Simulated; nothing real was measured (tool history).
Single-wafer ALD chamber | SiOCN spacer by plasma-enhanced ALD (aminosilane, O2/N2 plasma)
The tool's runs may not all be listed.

run  hour  heater temperature setpoint (K)  number of ALD cycles (cycles)  mean film thickness on the monitor wafer (Å)
  1     0                           668.15                             76                                        49.186
  2   6.4                           660.15                             76                                        49.137
  3   9.5                           651.15                             76                                        48.688
  4  18.1                           651.15                             79                                        50.745
  5  18.7                           651.15                             87                                        56.148
  6  21.4                           644.15                             87                                        55.915
  7  28.6                           644.15                             87                                        56.431

Run 8 comes next. What will it give?
  8  35.7                           644.15                             88                                             ?

mean film thickness on the monitor wafer (Å): 56.976
